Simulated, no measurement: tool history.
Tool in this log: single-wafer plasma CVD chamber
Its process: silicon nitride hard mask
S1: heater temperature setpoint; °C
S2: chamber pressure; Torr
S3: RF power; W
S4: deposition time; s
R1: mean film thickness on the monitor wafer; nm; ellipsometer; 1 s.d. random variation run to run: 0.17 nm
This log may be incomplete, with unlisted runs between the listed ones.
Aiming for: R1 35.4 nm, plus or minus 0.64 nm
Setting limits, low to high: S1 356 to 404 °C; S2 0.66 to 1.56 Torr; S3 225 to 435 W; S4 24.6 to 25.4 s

run  hour   S1    S2   S3    S4      R1
  1     0  380  1.11  330  24.6  30.269
  2   5.7  380  1.11  330  25.4  31.212
  3  13.3  380  1.11  285  25.4  27.563
  4  20.3  370  1.11  285  25.4  27.995
  5  21.8  370  0.92  285  25.4  25.446
  6  23.8  370   1.1  290  25.4  28.142
  7  25.2  370  1.23  295  25.4  30.201
  8  30.8  370  1.32  300  25.4    31.5
  9  33.1  370  1.39  305  25.4  32.552
 10  39.1  370  1.44  310  25.4  33.189
 11  44.1  370  1.44  310  25.4  33.461

Pick the move, out of 4, that brings all results within their allowed miss; only one does.
  A  49.1  366   1.2  360  24.6   ?
  B  49.1  372  1.37  315  25.4   ?
  C  49.1  382  1.47  325  24.8   ?
  D  49.1  363  1.48  325  25.4   ?

move      R1
   A  34.054
   B  33.399
   C  34.194
   D  35.411
A: closer than the last run, but not yet in spec
B: no nearer and no further than the last run
C: closer than the last run, but not yet in spec
D: every result within its allowed miss
Go with D: it meets all targets.
